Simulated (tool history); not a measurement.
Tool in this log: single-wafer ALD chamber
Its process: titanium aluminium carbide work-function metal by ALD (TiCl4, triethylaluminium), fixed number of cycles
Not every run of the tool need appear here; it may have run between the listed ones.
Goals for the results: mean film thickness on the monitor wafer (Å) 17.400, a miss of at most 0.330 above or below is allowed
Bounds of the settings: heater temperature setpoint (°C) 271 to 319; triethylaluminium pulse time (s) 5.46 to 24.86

run,hour,heater temperature setpoint (°C),triethylaluminium pulse time (s),mean film thickness on the monitor wafer (Å)
1,0.0,295,15.16,19.836
2,5.4,306,15.16,20.740
3,8.2,296,12.49,19.599
4,8.8,290,11.35,19.095
5,12.1,298,11.35,19.734
6,14.2,291,10.25,19.001
7,17.9,286,9.49,18.294
8,21.4,284,9.20,18.109

Which of these 4 next moves meets every target?
A,24.9,279,9.01,?
B,24.9,275,8.36,?
C,24.9,271,8.07,?
D,24.9,282,7.46,?

move,mean film thickness on the monitor wafer (Å)
A,17.508
B,16.889
C,16.421
D,16.844
A: in spec on every target
B: pushes the last run's worst result past its target
C: pushes the last run's worst result past its target
D: pushes the last run's worst result past its target
Answer: A

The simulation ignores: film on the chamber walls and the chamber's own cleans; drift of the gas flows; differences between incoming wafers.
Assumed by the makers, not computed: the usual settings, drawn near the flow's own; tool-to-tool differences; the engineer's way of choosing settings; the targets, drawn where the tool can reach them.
